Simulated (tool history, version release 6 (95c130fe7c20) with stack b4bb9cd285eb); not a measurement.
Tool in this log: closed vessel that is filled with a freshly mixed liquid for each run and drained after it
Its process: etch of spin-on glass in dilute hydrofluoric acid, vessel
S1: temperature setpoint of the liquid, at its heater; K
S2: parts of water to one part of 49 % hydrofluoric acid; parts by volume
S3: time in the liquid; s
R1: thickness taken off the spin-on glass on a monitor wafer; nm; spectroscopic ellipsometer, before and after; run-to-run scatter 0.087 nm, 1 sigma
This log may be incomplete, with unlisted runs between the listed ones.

Run 1, hour 0: S1 297.15 K, S2 110 parts by volume, S3 65 s. Result: R1 17.104 nm.
Run 2, hour 8.1: S1 297.15 K, S2 90 parts by volume, S3 65 s. Result: R1 21.477 nm.
Run 3, hour 17.2: S1 300.15 K, S2 90 parts by volume, S3 65 s. Result: R1 24.005 nm.
Run 4, hour 18.4: S1 300.15 K, S2 90 parts by volume, S3 50 s. Result: R1 18.647 nm.
Run 5, hour 24: S1 298.65 K, S2 95 parts by volume, S3 50 s. Result: R1 16.349 nm.
Run 6, hour 30.8: S1 297.15 K, S2 95 parts by volume, S3 50 s. Result: R1 15.574 nm.
Run 7, hour 35.6: S1 296.65 K, S2 95 parts by volume, S3 50 s. Result: R1 15.258 nm.

Expected results for the next run?
Run 8, hour 41.8: S1 296.15 K, S2 95 parts by volume, S3 50 s. Result: R1 ?.

{"run 8": {"R1": 14.994}}
